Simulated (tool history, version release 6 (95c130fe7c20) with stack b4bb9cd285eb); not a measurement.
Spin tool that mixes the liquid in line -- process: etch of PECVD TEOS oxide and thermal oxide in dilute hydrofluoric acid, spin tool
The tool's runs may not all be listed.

run  hour  temperature setpoint of the liquid (C)  parts of water to one part of 49 % hydrofluoric acid (parts by volume)  time under the liquid (s)  thickness taken off the PECVD TEOS oxide on a monitor wafer (angstrom)  thickness taken off the thermal oxide on a monitor wafer (angstrom)
  1     0                                      24                                                                     270                        180                                                                  143.16                                                               24.895
  2   2.5                                    25.5                                                                     270                        180                                                                  151.61                                                               25.664
  3   8.7                                      23                                                                     270                        180                                                                  138.37                                                               23.435
  4  17.1                                      23                                                                     340                        180                                                                  103.85                                                                17.45
  5    19                                    24.5                                                                     340                        180                                                                  108.24                                                               18.351
  6  24.1                                      26                                                                     325                        180                                                                  121.47                                                               20.461
  7  29.5                                      26                                                                     325                        180                                                                  120.33                                                               20.741
  8  32.8                                      27                                                                     310                        180                                                                  132.81                                                               22.823

The next listed run, before its measurement:
  9  36.1                                      28                                                                     300                        180                                                                       ?                                                                    ?

thickness taken off the PECVD TEOS oxide on a monitor wafer (angstrom): 144.45
thickness taken off the thermal oxide on a monitor wafer (angstrom): 24.611
